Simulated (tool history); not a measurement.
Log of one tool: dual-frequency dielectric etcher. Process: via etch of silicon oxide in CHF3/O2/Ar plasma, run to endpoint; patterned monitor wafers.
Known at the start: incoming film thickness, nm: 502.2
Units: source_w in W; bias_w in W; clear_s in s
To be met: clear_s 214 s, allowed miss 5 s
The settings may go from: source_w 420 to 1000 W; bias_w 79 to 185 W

Run 1, hour 0: source_w 710 W, bias_w 132 W. Result: clear_s 240.56 s.
Run 2, hour 2.5: source_w 590 W, bias_w 132 W. Result: clear_s 260.96 s.
Run 3, hour 8.2: source_w 670 W, bias_w 132 W. Result: clear_s 242.4 s.
Run 4, hour 14.3: source_w 670 W, bias_w 148 W. Result: clear_s 239.59 s.
Run 5, hour 15: source_w 600 W, bias_w 148 W. Result: clear_s 255.44 s.
Run 6, hour 23.4: source_w 490 W, bias_w 148 W. Result: clear_s 285.83 s.
Run 7, hour 31.7: source_w 570 W, bias_w 151 W. Result: clear_s 258.7 s.
Run 8, hour 37.3: source_w 710 W, bias_w 156 W. Result: clear_s 225.81 s.
Run 9, hour 43.2: source_w 730 W, bias_w 157 W. Result: clear_s 225.17 s.
Run 10, hour 44.4: source_w 830 W, bias_w 164 W. Result: clear_s 203.31 s.

4 next moves are on the table. One of them brings every result within its allowed miss. Which?
Run A, hour 45.6: source_w 960 W, bias_w 185 W. Result: clear_s ?.
Run B, hour 45.6: source_w 840 W, bias_w 172 W. Result: clear_s ?.
Run C, hour 45.6: source_w 860 W, bias_w 133 W. Result: clear_s ?.
Run D, hour 45.6: source_w 930 W, bias_w 161 W. Result: clear_s ?.

move  clear_s
   A    185.2
   B    202.1
   C   215.07
   D   195.97
A: further off than the last run
B: further off than the last run
C: meets every target
D: further off than the last run
The right move is C.

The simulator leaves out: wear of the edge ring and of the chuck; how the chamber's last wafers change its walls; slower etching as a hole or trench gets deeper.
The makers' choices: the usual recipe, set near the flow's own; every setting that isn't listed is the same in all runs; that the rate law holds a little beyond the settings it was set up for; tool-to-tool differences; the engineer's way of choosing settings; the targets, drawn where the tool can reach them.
